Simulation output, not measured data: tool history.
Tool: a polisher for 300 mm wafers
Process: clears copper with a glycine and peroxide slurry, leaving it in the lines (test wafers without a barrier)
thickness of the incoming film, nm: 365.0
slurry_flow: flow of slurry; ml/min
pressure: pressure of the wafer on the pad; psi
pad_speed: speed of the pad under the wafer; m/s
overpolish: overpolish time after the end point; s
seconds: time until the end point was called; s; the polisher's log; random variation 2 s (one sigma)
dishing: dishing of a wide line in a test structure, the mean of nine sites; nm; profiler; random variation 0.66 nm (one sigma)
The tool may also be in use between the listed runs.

run	hour	slurry_flow	pressure	pad_speed	overpolish	seconds	dishing
1	0.0	230	1.8	0.90	30	120.25	57.727
2	4.3	230	1.8	0.90	27	121.85	55.964
3	8.1	225	1.7	0.94	24	125.34	50.932
4	14.7	225	1.7	0.76	24	137.87	44.201
# hour 22.0: slurry nozzle cleaned
5	22.0	225	1.3	0.76	24	153.85	40.815
6	26.9	225	1.3	0.86	24	145.06	44.418

Run 7 comes next. What will it give?
7	34.8	225	1.4	0.86	22	?	?

{"run 7": {"seconds": 140.72, "dishing": 42.082}}

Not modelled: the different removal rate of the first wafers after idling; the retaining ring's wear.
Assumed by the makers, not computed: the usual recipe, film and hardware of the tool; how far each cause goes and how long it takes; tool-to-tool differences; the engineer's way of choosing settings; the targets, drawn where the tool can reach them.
